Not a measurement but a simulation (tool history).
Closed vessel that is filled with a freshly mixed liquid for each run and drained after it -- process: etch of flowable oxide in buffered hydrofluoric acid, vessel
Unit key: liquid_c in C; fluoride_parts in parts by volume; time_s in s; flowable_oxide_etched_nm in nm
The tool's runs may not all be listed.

run 1 day=0.000 | liquid_c=23.0 fluoride_parts=10.0 time_s=90 | flowable_oxide_etched_nm=155.450
run 2 day=0.354 | liquid_c=21.5 fluoride_parts=10.5 time_s=90 | flowable_oxide_etched_nm=136.030
run 3 day=0.488 | liquid_c=21.5 fluoride_parts=10.5 time_s=90 | flowable_oxide_etched_nm=136.360
run 4 day=0.738 | liquid_c=20.5 fluoride_parts=11.0 time_s=90 | flowable_oxide_etched_nm=124.450
run 5 day=1.029 | liquid_c=19.5 fluoride_parts=11.5 time_s=90 | flowable_oxide_etched_nm=113.190
run 6 day=1.396 | liquid_c=19.5 fluoride_parts=11.5 time_s=90 | flowable_oxide_etched_nm=111.590
run 7 day=1.471 | liquid_c=19.0 fluoride_parts=12.0 time_s=90 | flowable_oxide_etched_nm=104.600
run 8 day=1.512 | liquid_c=18.5 fluoride_parts=12.0 time_s=90 | flowable_oxide_etched_nm=101.760

Expected results for the next run?
run 9 day=1.717 | liquid_c=18.0 fluoride_parts=12.0 time_s=90 | flowable_oxide_etched_nm=?

{"run 9": {"flowable_oxide_etched_nm": 99.021}}

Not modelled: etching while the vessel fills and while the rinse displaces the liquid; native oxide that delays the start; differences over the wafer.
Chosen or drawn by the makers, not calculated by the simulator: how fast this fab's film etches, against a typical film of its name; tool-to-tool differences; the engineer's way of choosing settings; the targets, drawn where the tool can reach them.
